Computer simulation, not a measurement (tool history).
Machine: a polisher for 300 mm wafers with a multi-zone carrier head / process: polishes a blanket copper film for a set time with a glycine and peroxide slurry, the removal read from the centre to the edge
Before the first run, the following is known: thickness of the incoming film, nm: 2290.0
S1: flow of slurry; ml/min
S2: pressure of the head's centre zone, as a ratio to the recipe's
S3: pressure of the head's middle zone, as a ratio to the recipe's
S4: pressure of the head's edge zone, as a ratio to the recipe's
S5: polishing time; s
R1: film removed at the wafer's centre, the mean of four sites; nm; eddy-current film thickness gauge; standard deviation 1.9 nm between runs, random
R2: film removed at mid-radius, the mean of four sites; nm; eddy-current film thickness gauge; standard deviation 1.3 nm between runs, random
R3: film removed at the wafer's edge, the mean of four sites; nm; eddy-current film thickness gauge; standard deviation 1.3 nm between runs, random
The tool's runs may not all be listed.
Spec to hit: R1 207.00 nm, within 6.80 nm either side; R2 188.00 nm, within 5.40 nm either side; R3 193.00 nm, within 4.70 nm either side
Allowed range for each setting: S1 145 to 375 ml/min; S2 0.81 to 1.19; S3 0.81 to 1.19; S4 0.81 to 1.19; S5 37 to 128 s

{"run": 1, "day": 0.0, "S1": 240, "S2": 1.0, "S3": 1.0, "S4": 1.0, "S5": 82, "R1": 252.76, "R2": 252.59, "R3": 250.91}
{"run": 2, "day": 0.25, "S1": 235, "S2": 1.0, "S3": 0.98, "S4": 0.98, "S5": 80, "R1": 248.94, "R2": 241.72, "R3": 241.45}
{"run": 3, "day": 0.475, "S1": 230, "S2": 0.99, "S3": 0.96, "S4": 0.96, "S5": 78, "R1": 234.98, "R2": 229.38, "R3": 231.85}
{"run": 4, "day": 0.633, "S1": 225, "S2": 0.99, "S3": 0.95, "S4": 0.94, "S5": 77, "R1": 234.45, "R2": 227.14, "R3": 228.74}
{"run": 5, "day": 0.846, "S1": 225, "S2": 0.99, "S3": 0.95, "S4": 1.0, "S5": 77, "R1": 231.56, "R2": 225.98, "R3": 236.18}
{"run": 6, "day": 1.096, "S1": 200, "S2": 0.99, "S3": 0.95, "S4": 1.0, "S5": 77, "R1": 231.69, "R2": 222.49, "R3": 233.54}
{"run": 7, "day": 1.204, "S1": 195, "S2": 0.99, "S3": 0.94, "S4": 0.98, "S5": 76, "R1": 226.18, "R2": 212.93, "R3": 225.13}
{"run": 8, "day": 1.575, "S1": 190, "S2": 0.99, "S3": 0.93, "S4": 0.96, "S5": 75, "R1": 222.65, "R2": 209.19, "R3": 220.74}
{"run": 9, "day": 1.75, "S1": 185, "S2": 0.99, "S3": 0.92, "S4": 0.94, "S5": 74, "R1": 220.43, "R2": 203.78, "R3": 214.23}
{"run": 10, "day": 2.121, "S1": 180, "S2": 0.99, "S3": 0.91, "S4": 0.92, "S5": 74, "R1": 215.14, "R2": 204.05, "R3": 212.7}
{"run": 11, "day": 2.467, "S1": 175, "S2": 1.0, "S3": 0.9, "S4": 0.91, "S5": 73, "R1": 212.92, "R2": 197.9, "R3": 209.07}
{"run": 12, "day": 2.746, "S1": 170, "S2": 1.02, "S3": 0.89, "S4": 0.81, "S5": 69, "R1": 208.26, "R2": 183.04, "R3": 183.09}
{"run": 13, "day": 2.808, "S1": 175, "S2": 1.02, "S3": 0.89, "S4": 0.82, "S5": 69, "R1": 204.74, "R2": 183.7, "R3": 186.41}

Next run, 5 choices. One meets every target within its allowed miss, the rest don't. Which?
{"run": "A", "day": 2.871, "S1": 200, "S2": 1.03, "S3": 0.92, "S4": 0.9, "S5": 67, "R1": "?", "R2": "?", "R3": "?"}
{"run": "B", "day": 2.871, "S1": 195, "S2": 1.12, "S3": 0.92, "S4": 0.81, "S5": 63, "R1": "?", "R2": "?", "R3": "?"}
{"run": "C", "day": 2.871, "S1": 145, "S2": 1.07, "S3": 0.96, "S4": 0.81, "S5": 68, "R1": "?", "R2": "?", "R3": "?"}
{"run": "D", "day": 2.871, "S1": 195, "S2": 1.03, "S3": 0.99, "S4": 0.81, "S5": 67, "R1": "?", "R2": "?", "R3": "?"}
{"run": "E", "day": 2.871, "S1": 165, "S2": 1.09, "S3": 0.95, "S4": 0.81, "S5": 72, "R1": "?", "R2": "?", "R3": "?"}

move=A R1=205.44 R2=188.06 R3=193.25
move=B R1=209.31 R2=176.12 R3=172.87
move=C R1=203.82 R2=187.28 R3=179.75
move=D R1=204.69 R2=199.26 R3=183.67
move=E R1=225.89 R2=201.31 R3=193.66
A: every result lands within tolerance
B: the biggest miss grows against the last run
C: the biggest miss grows against the last run
D: the biggest miss grows against the last run
E: brings the last run's worst result on target, with another outside its allowed miss
A is the move that brings every result within its allowed miss.
